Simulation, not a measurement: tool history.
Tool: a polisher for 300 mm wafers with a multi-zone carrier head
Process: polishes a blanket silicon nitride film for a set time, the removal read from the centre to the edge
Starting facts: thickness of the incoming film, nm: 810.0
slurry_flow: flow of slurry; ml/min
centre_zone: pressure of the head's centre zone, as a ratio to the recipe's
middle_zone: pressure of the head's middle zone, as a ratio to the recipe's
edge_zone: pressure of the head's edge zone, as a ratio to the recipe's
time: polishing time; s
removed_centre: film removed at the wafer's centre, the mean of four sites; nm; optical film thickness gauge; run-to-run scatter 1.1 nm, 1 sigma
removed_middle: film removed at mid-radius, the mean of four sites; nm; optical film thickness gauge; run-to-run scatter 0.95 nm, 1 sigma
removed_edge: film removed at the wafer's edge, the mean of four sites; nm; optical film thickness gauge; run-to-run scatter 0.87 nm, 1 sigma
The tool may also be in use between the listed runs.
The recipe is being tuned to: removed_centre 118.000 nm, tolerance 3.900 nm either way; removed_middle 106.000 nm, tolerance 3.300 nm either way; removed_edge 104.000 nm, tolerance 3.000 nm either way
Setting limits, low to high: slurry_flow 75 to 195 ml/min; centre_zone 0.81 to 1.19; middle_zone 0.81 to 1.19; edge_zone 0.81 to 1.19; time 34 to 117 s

run,hour,slurry_flow,centre_zone,middle_zone,edge_zone,time,removed_centre,removed_middle,removed_edge
1,0.0,125,1.00,1.00,1.00,75,95.038,99.901,104.830
2,8.2,125,1.00,1.00,1.08,75,96.250,98.929,106.490
3,16.9,140,1.05,1.01,1.06,74,99.864,99.843,106.130
4,20.8,155,1.09,1.01,0.99,74,109.510,102.950,106.480
5,23.8,155,1.09,1.01,0.99,60,86.993,82.926,86.341
6,31.2,155,1.14,1.01,0.99,60,91.214,82.495,84.909
7,33.2,190,1.19,1.08,1.06,73,120.230,107.780,108.810
8,40.3,185,1.19,1.08,1.04,73,118.870,108.940,107.650

Which single option among these 5 for the next run brings every result within its allowed miss of target? Just one does.
A,47.4,190,1.16,1.01,1.13,75,?,?,?
B,47.4,165,1.17,1.06,0.98,74,?,?,?
C,47.4,190,1.14,1.08,1.05,75,?,?,?
D,47.4,140,1.09,1.14,1.06,76,?,?,?
E,47.4,175,1.19,0.89,1.03,77,?,?,?

move,removed_centre,removed_middle,removed_edge
A,119.120,108.240,115.930
B,115.670,107.900,105.160
C,117.100,113.250,111.830
D,107.040,113.090,109.560
E,123.640,101.070,112.950
A: further off than the last run
B: every result lands within tolerance
C: further off than the last run
D: further off than the last run
E: further off than the last run
The move that meets every target is B.

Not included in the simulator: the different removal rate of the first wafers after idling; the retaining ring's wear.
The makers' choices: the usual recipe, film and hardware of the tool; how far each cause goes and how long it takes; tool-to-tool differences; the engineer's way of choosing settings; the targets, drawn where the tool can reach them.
